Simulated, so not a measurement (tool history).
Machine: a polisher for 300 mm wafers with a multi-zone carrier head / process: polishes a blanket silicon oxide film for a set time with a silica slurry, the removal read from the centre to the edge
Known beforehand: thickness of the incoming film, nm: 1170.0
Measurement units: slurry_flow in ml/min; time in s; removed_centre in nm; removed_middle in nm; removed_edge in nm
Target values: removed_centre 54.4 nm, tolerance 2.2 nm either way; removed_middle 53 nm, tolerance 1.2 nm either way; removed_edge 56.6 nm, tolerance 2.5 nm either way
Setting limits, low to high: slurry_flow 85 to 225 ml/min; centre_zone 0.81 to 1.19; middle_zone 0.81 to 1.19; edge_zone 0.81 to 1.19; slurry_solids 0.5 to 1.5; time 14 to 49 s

run 1 hour=0 | slurry_flow=145 centre_zone=1 middle_zone=1 edge_zone=1 slurry_solids=1 time=31 | removed_centre=88.724 removed_middle=90.846 removed_edge=88.267
run 2 hour=1.1 | slurry_flow=145 centre_zone=1 middle_zone=1.06 edge_zone=1 slurry_solids=1 time=31 | removed_centre=88.108 removed_middle=94.796 removed_edge=89.8
run 3 hour=5.3 | slurry_flow=145 centre_zone=1 middle_zone=1 edge_zone=1 slurry_solids=1 time=31 | removed_centre=91.561 removed_middle=90.766 removed_edge=89.268
run 4 hour=10.7 | slurry_flow=135 centre_zone=0.96 middle_zone=0.96 edge_zone=0.98 slurry_solids=0.85 time=30 | removed_centre=77.751 removed_middle=79.82 removed_edge=80.716
run 5 hour=19.1 | slurry_flow=115 centre_zone=0.96 middle_zone=0.96 edge_zone=0.98 slurry_solids=0.85 time=30 | removed_centre=74.485 removed_middle=78.687 removed_edge=78.512
run 6 hour=26 | slurry_flow=115 centre_zone=0.96 middle_zone=0.93 edge_zone=0.97 slurry_solids=0.75 time=29 | removed_centre=69.899 removed_middle=70.592 removed_edge=72.719
run 7 hour=33.1 | slurry_flow=110 centre_zone=0.95 middle_zone=0.91 edge_zone=0.95 slurry_solids=0.7 time=28 | removed_centre=64.425 removed_middle=64.449 removed_edge=67.779
run 8 hour=38.2 | slurry_flow=105 centre_zone=0.94 middle_zone=0.9 edge_zone=0.92 slurry_solids=0.65 time=28 | removed_centre=62.44 removed_middle=61.792 removed_edge=62.943
run 9 hour=40.9 | slurry_flow=100 centre_zone=0.92 middle_zone=0.88 edge_zone=0.91 slurry_solids=0.6 time=28 | removed_centre=58.148 removed_middle=58.829 removed_edge=61.456
run 10 hour=47.4 | slurry_flow=95 centre_zone=0.93 middle_zone=0.82 edge_zone=0.83 slurry_solids=0.5 time=28 | removed_centre=54.772 removed_middle=51.615 removed_edge=56.022
run 11 hour=48 | slurry_flow=95 centre_zone=0.92 middle_zone=0.82 edge_zone=0.83 slurry_solids=0.5 time=28 | removed_centre=53.054 removed_middle=50.89 removed_edge=55.397
run 12 hour=48.7 | slurry_flow=100 centre_zone=0.92 middle_zone=0.82 edge_zone=0.83 slurry_solids=0.5 time=28 | removed_centre=53.241 removed_middle=51.354 removed_edge=54.72
run 13 hour=57.6 | slurry_flow=100 centre_zone=0.92 middle_zone=0.82 edge_zone=0.84 slurry_solids=0.5 time=28 | removed_centre=53.881 removed_middle=51.361 removed_edge=55.044

Of the 4 settings listed for the next run, only one would bring every result within its allowed miss of target. Which one?
run A hour=66.5 | slurry_flow=125 centre_zone=0.89 middle_zone=0.81 edge_zone=0.81 slurry_solids=0.7 time=25 | removed_centre=? removed_middle=? removed_edge=?
run B hour=66.5 | slurry_flow=125 centre_zone=0.92 middle_zone=0.81 edge_zone=0.82 slurry_solids=0.55 time=26 | removed_centre=? removed_middle=? removed_edge=?
run C hour=66.5 | slurry_flow=100 centre_zone=0.94 middle_zone=0.81 edge_zone=0.86 slurry_solids=0.55 time=26 | removed_centre=? removed_middle=? removed_edge=?
run D hour=66.5 | slurry_flow=110 centre_zone=0.96 middle_zone=0.83 edge_zone=0.81 slurry_solids=0.5 time=27 | removed_centre=? removed_middle=? removed_edge=?

move=A removed_centre=54.649 removed_middle=53.253 removed_edge=54.718
move=B removed_centre=53.524 removed_middle=50.434 removed_edge=52.108
move=C removed_centre=52.971 removed_middle=49.023 removed_edge=52.179
move=D removed_centre=54.909 removed_middle=50.642 removed_edge=51.273
A: in spec on every target
B: the biggest miss grows against the last run
C: the biggest miss grows against the last run
D: the biggest miss grows against the last run
Move A is the one to make.
